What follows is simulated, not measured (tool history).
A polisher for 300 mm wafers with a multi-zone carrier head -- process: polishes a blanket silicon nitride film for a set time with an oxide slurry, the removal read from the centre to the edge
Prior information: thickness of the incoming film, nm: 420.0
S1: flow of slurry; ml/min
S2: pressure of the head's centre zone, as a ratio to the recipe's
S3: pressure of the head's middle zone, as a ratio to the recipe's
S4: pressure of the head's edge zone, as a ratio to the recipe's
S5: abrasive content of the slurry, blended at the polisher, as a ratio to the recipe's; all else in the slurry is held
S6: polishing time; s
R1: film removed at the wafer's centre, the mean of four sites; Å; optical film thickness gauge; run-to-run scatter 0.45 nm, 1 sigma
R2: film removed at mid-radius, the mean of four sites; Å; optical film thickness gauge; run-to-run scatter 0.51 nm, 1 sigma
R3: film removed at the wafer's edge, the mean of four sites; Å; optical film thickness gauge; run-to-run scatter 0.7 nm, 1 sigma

run    day   S1    S2    S3    S4    S5  S6      R1      R2      R3
  1      0  145     1     1     1     1  61  612.08  648.83  643.54
  2  0.242  145     1     1  1.06     1  61  603.76  637.86  645.72
  3  0.592  145     1     1  1.06     1  76  761.92  778.75  798.78
  4  0.942  145     1     1  1.06   1.2  76   809.1  833.15  859.06
  5  1.217  115     1     1  1.06   1.2  76  781.41   819.8  827.72
  6  1.562  110  0.97  0.95  1.07   1.1  76  732.39  755.07  796.02
  7  1.675  105  0.94  0.91  1.08  1.05  76  682.26  706.74  793.52

Forecast run 8:
  8  1.771  90  0.91  0.83  0.99  0.95  76   ?   ?   ?

{"run 8": {"R1": 618.54, "R2": 608.98, "R3": 732.4}}

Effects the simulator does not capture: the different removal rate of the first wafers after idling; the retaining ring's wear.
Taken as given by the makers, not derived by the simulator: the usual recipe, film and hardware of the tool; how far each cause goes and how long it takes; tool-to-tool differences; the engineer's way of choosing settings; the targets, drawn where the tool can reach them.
